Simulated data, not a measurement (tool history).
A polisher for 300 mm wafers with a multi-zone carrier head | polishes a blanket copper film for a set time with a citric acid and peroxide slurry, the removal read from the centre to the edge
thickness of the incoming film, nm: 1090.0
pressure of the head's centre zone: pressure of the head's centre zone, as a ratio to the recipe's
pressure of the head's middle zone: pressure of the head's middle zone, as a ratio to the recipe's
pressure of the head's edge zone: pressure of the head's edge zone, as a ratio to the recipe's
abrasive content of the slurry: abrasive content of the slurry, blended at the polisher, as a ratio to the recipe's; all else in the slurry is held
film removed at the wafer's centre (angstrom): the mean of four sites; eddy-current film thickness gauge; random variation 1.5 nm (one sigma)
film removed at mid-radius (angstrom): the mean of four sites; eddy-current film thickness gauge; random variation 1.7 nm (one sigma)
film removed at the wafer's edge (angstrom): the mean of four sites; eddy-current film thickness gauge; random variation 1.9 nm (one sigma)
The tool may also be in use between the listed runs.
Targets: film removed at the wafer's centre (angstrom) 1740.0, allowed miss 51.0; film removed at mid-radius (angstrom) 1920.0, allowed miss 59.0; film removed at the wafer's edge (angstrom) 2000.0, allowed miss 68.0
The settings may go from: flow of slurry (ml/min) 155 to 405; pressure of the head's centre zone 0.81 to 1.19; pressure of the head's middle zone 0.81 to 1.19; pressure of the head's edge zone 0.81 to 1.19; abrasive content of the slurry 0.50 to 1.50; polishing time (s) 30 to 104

| run | hour | flow of slurry (ml/min) | pressure of the head's centre zone | pressure of the head's middle zone | pressure of the head's edge zone | abrasive content of the slurry | polishing time (s) | film removed at the wafer's centre (angstrom) | film removed at mid-radius (angstrom) | film removed at the wafer's edge (angstrom) |
|---|---|---|---|---|---|---|---|---|---|---|
| 1 | 0.0 | 260 | 1.00 | 1.00 | 1.00 | 1.00 | 67 | 2168.7 | 2198.3 | 2136.7 |
| 2 | 2.6 | 260 | 1.00 | 0.92 | 1.00 | 1.00 | 67 | 2166.2 | 2040.3 | 2142.7 |
| 3 | 6.0 | 260 | 1.00 | 0.92 | 1.08 | 1.00 | 67 | 2204.9 | 2027.9 | 2254.0 |
| 4 | 12.0 | 320 | 1.00 | 0.92 | 1.08 | 1.00 | 67 | 2231.1 | 2046.3 | 2258.8 |
| 5 | 12.8 | 320 | 1.00 | 0.92 | 1.08 | 1.10 | 67 | 2228.0 | 2118.5 | 2315.4 |
| 6 | 19.0 | 320 | 0.95 | 0.91 | 1.04 | 1.05 | 67 | 2137.7 | 2075.2 | 2248.7 |
| 7 | 26.7 | 315 | 0.91 | 0.92 | 1.03 | 1.00 | 66 | 1978.8 | 2081.0 | 2184.3 |
| 8 | 28.0 | 315 | 0.89 | 0.90 | 1.01 | 0.95 | 66 | 1911.1 | 1983.4 | 2139.0 |
| 9 | 36.0 | 315 | 0.89 | 0.90 | 1.01 | 0.95 | 66 | 1911.4 | 1971.6 | 2129.8 |
| 10 | 39.5 | 315 | 0.87 | 0.90 | 0.99 | 0.95 | 66 | 1903.9 | 1978.1 | 2087.5 |
| 11 | 46.1 | 310 | 0.85 | 0.90 | 0.99 | 0.90 | 66 | 1798.8 | 1949.4 | 2060.1 |
| 12 | 48.8 | 310 | 0.85 | 0.90 | 0.99 | 0.90 | 66 | 1821.7 | 1984.3 | 2039.9 |
| 13 | 56.5 | 305 | 0.84 | 0.89 | 0.99 | 0.90 | 66 | 1779.6 | 1927.3 | 2099.0 |

Which of these 5 next moves meets every target?
| A | 64.2 | 340 | 0.82 | 0.87 | 1.08 | 0.90 | 65 | ? | ? | ? |
| B | 64.2 | 330 | 0.84 | 0.90 | 1.13 | 0.65 | 69 | ? | ? | ? |
| C | 64.2 | 270 | 0.84 | 0.91 | 0.96 | 0.95 | 65 | ? | ? | ? |
| D | 64.2 | 250 | 0.86 | 0.83 | 1.04 | 0.80 | 70 | ? | ? | ? |
| E | 64.2 | 270 | 0.82 | 0.92 | 1.06 | 0.95 | 66 | ? | ? | ? |

| move | film removed at the wafer's centre (angstrom) | film removed at mid-radius (angstrom) | film removed at the wafer's edge (angstrom) |
|---|---|---|---|
| A | 1739.0 | 1891.5 | 2192.3 |
| B | 1753.8 | 1914.5 | 2208.6 |
| C | 1757.5 | 1940.9 | 2056.8 |
| D | 1844.2 | 1846.0 | 2201.5 |
| E | 1741.8 | 1988.7 | 2191.0 |
A: further off than the last run
B: further off than the last run
C: meets every target
D: further off than the last run
E: further off than the last run
Answer: C

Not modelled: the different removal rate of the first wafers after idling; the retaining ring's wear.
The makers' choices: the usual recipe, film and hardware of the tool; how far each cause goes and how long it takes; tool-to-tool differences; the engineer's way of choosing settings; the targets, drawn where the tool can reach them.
